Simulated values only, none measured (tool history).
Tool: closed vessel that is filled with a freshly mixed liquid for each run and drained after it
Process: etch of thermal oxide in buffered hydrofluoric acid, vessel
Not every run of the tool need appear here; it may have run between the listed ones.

run,hour,temperature setpoint of the liquid (K),parts of 40 % ammonium fluoride to one part of 49 % hydrofluoric acid (parts by volume),time in the liquid (s),thickness taken off the thermal oxide on a monitor wafer (angstrom)
1,0,293.15,13.5,30,233.03
2,8,293.15,10,30,312.68
3,16.7,293.65,10,30,316.93
4,25.3,293.65,10,30,312.58
5,27.5,295.15,10,30,351.48
6,33.7,292.65,10,30,296.74

For run 7, what comes out?
7,41.3,293.15,10,30,?

Run 7 produced thickness taken off the thermal oxide on a monitor wafer (angstrom) 307.9.
